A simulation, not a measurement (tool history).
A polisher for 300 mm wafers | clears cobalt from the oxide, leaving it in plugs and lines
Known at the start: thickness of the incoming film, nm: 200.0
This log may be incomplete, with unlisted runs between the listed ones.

| run | hour | flow of slurry (ml/min) | pressure of the wafer on the pad (psi) | speed of the pad under the wafer (cm/s) | overpolish time after the end point (s) | time until the end point was called (s) | dishing of a wide line in a test structure (nm) |
|---|---|---|---|---|---|---|---|
| 1 | 0.0 | 260 | 1.4 | 112 | 13 | 61.025 | 27.909 |
| 2 | 5.0 | 260 | 1.4 | 112 | 16 | 60.182 | 33.587 |
| 3 | 9.6 | 260 | 1.4 | 92 | 16 | 72.905 | 28.988 |
| 4 | 12.3 | 260 | 1.6 | 94 | 14 | 64.777 | 29.500 |
| 5 | 20.9 | 260 | 1.6 | 114 | 14 | 52.521 | 32.801 |
| 6 | 24.7 | 260 | 1.6 | 114 | 9 | 54.093 | 25.434 |
| 7 | 26.6 | 260 | 1.7 | 116 | 8 | 50.244 | 22.913 |

Run 8, settings as shown, results not yet in. Your forecast:
| 8 | 35.4 | 260 | 1.8 | 116 | 8 | ? | ? |

time until the end point was called (s): 46.504
dishing of a wide line in a test structure (nm): 23.904

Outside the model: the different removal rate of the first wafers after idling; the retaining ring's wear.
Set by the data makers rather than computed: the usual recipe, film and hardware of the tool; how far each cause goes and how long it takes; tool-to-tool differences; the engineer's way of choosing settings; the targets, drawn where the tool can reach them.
